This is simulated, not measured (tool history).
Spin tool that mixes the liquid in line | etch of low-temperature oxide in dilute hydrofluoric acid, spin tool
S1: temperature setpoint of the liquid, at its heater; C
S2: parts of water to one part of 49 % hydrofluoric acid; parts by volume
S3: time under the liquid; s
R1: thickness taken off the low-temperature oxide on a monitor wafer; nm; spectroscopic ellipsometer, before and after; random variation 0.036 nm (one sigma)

Run 1, day 0: S1 20 C, S2 165 parts by volume, S3 90 s. Result: R1 7.2871 nm.
Run 2, day 0.125: S1 19.5 C, S2 180 parts by volume, S3 90 s. Result: R1 6.5551 nm.
Run 3, day 0.383: S1 19 C, S2 190 parts by volume, S3 90 s. Result: R1 6.0066 nm.
Run 4, day 0.55: S1 22 C, S2 190 parts by volume, S3 90 s. Result: R1 6.7782 nm.
Run 5, day 0.692: S1 21 C, S2 200 parts by volume, S3 90 s. Result: R1 6.0193 nm.
Run 6, day 0.892: S1 21 C, S2 200 parts by volume, S3 70 s. Result: R1 4.7071 nm.

Forecast run 7:
Run 7, day 1.129: S1 20.5 C, S2 200 parts by volume, S3 70 s. Result: R1 ?.

{"run 7": {"R1": 4.5701}}
